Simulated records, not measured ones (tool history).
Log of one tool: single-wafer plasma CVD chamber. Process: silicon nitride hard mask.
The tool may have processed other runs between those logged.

run,hour,heater temperature setpoint (deg C),chamber pressure (mTorr),RF power (kW),deposition time (s),mean film thickness on the monitor wafer (angstrom)
1,0,410,1180,0.375,14.6,196.28
2,0.9,410,1120,0.365,14.6,190.19
3,5.4,410,1120,0.415,14.6,212.67
4,7.6,410,1070,0.395,14.6,203.99
5,9.2,410,1070,0.375,14.5,192.26
6,15.7,410,1150,0.375,14.5,195.23
7,22.8,410,1110,0.36,14.5,185.45
8,26.7,410,1070,0.35,14.5,179.56
9,32,410,1030,0.345,14.5,175.35
10,36.8,410,990,0.34,14.5,170.12
11,39,410,950,0.34,14.5,168.49
12,45.9,410,730,0.32,14.4,146.53
13,53.6,410,750,0.32,14.4,148.35
14,61.4,410,770,0.32,14.4,150.25
15,63.8,410,790,0.32,14.4,150.45
16,72.4,410,800,0.32,14.4,152.18
17,73.6,410,810,0.32,14.4,150.4
18,78.6,410,930,0.33,14.4,162.52
19,82.7,410,910,0.33,14.4,161.39
20,89.3,410,900,0.33,14.4,160.6
21,97.1,410,890,0.33,14.4,161.22
22,98,410,880,0.33,14.4,159.98

The next listed run, before its measurement:
23,98.6,410,870,0.33,14.4,?

{"run 23": {"mean film thickness on the monitor wafer (angstrom)": 159.13}}
